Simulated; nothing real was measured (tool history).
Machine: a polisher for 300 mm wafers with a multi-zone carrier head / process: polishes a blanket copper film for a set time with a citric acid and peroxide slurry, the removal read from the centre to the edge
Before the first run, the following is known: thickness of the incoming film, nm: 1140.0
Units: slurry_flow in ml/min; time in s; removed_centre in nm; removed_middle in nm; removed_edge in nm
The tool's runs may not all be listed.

| run | hour | slurry_flow | centre_zone | middle_zone | edge_zone | slurry_solids | time | removed_centre | removed_middle | removed_edge |
|---|---|---|---|---|---|---|---|---|---|---|
| 1 | 0 | 270 | 1 | 1 | 1 | 1 | 33 | 60.571 | 62.253 | 63.951 |
| 2 | 4.5 | 270 | 1 | 1 | 1 | 1 | 39 | 73.074 | 72.126 | 73.492 |
| 3 | 7.4 | 270 | 1 | 1 | 1.07 | 1 | 39 | 72.614 | 73.47 | 76.28 |
| 4 | 10.9 | 315 | 1 | 1 | 1.07 | 1 | 39 | 74.215 | 75.706 | 77.874 |
| 5 | 18.5 | 380 | 1 | 1 | 1.07 | 1 | 39 | 75.589 | 74.988 | 78.526 |
| 6 | 25.3 | 380 | 1 | 1.06 | 1.07 | 1 | 39 | 75.735 | 80.113 | 80.311 |
| 7 | 32.6 | 345 | 0.9 | 0.96 | 0.97 | 0.75 | 29 | 48.066 | 51.381 | 52.658 |
| 8 | 37.4 | 340 | 0.9 | 0.95 | 0.94 | 0.7 | 29 | 47.455 | 49.774 | 49.687 |

What will run 9 give?
| 9 | 44.1 | 265 | 0.87 | 0.88 | 0.88 | 0.65 | 29 | ? | ? | ? |

removed_centre: 44.423 nm
removed_middle: 44.637 nm
removed_edge: 47.502 nm
